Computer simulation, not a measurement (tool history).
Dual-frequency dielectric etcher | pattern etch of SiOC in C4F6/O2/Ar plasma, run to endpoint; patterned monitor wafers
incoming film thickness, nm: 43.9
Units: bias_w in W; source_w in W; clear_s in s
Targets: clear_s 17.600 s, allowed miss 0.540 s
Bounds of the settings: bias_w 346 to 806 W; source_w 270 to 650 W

run 1 hour=0.0 | bias_w=576 source_w=460 | clear_s=14.078
run 2 hour=6.0 | bias_w=540 source_w=440 | clear_s=14.776
run 3 hour=13.3 | bias_w=540 source_w=500 | clear_s=13.674
run 4 hour=19.4 | bias_w=642 source_w=500 | clear_s=12.918
run 5 hour=28.3 | bias_w=717 source_w=500 | clear_s=12.713
run 6 hour=32.8 | bias_w=656 source_w=500 | clear_s=12.969
run 7 hour=34.7 | bias_w=622 source_w=460 | clear_s=13.614
run 8 hour=42.5 | bias_w=583 source_w=430 | clear_s=14.691
run 9 hour=44.3 | bias_w=468 source_w=390 | clear_s=16.441
run 10 hour=46.9 | bias_w=384 source_w=360 | clear_s=18.234

5 next moves are on the table. One of them brings every result within its allowed miss. Which?
run A hour=49.5 | bias_w=413 source_w=360 | clear_s=?
run B hour=49.5 | bias_w=380 source_w=340 | clear_s=?
run C hour=49.5 | bias_w=462 source_w=300 | clear_s=?
run D hour=49.5 | bias_w=375 source_w=450 | clear_s=?
run E hour=49.5 | bias_w=370 source_w=340 | clear_s=?

move=A clear_s=17.642
move=B clear_s=18.685
move=C clear_s=18.866
move=D clear_s=16.182
move=E clear_s=18.838
A: meets every target
B: further off than the last run
C: further off than the last run
D: takes the result that was furthest off past its target
E: further off than the last run
Move A is the one to make.
